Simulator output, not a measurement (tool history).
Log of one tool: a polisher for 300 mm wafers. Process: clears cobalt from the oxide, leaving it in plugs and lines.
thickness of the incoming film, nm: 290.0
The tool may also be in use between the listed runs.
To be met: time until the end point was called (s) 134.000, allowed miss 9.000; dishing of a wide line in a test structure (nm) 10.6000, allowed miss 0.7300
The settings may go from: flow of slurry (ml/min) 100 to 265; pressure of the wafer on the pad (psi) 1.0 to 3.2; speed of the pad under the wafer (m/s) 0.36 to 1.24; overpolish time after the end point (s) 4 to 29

run	hour	flow of slurry (ml/min)	pressure of the wafer on the pad (psi)	speed of the pad under the wafer (m/s)	overpolish time after the end point (s)	time until the end point was called (s)	dishing of a wide line in a test structure (nm)
1	0.0	170	2.1	0.80	15	79.211	37.5460
2	4.4	165	1.9	0.72	12	98.995	28.3720
3	9.6	165	1.9	0.72	16	94.423	34.5440
4	17.0	150	1.8	0.66	13	110.760	27.4660
5	23.8	115	1.8	0.66	13	117.420	25.5080
6	28.2	110	1.7	0.64	11	128.690	20.7090
7	29.2	105	1.5	0.70	9	132.470	17.3160
8	34.4	105	1.4	0.74	8	132.170	16.4060
9	35.4	105	1.4	0.74	8	127.940	16.5340
10	40.4	100	1.1	0.70	4	164.450	7.1927
11	42.0	100	1.2	0.70	4	156.620	7.3763
12	44.6	100	1.5	0.72	11	129.830	21.4970
13	53.5	130	1.4	0.72	11	126.670	22.0350
14	55.7	100	1.5	0.52	4	178.630	6.3927
15	61.8	100	1.6	0.52	4	168.120	6.8534
16	68.3	100	1.7	0.52	4	161.560	7.0437
17	70.7	100	2.1	0.54	11	133.060	21.1420
18	76.8	130	1.9	0.54	11	130.850	20.9780
19	82.3	140	1.8	0.54	10	139.620	18.6200
20	89.2	140	1.8	0.54	9	137.660	17.6350
21	91.5	135	1.8	0.54	8	137.590	15.7170
22	95.7	130	1.8	0.56	7	134.130	14.1250
23	101.9	130	1.8	0.56	6	131.810	12.2720
24	110.5	125	1.8	0.56	6	132.550	12.1940

Which of these 5 next moves meets every target?
A	119.1	135	1.9	0.54	5	?	?
B	119.1	145	1.1	0.74	7	?	?
C	119.1	105	1.7	0.58	8	?	?
D	119.1	195	1.4	0.62	4	?	?
E	119.1	135	1.6	0.68	4	?	?

move	time until the end point was called (s)	dishing of a wide line in a test structure (nm)
A	134.950	10.4560
B	144.320	13.3100
C	146.020	14.8020
D	138.340	8.3282
E	122.880	9.2876
A: meets every target
B: further off than the last run
C: further off than the last run
D: takes the result that was furthest off past its target
E: takes the result that was furthest off past its target
The right move is A.

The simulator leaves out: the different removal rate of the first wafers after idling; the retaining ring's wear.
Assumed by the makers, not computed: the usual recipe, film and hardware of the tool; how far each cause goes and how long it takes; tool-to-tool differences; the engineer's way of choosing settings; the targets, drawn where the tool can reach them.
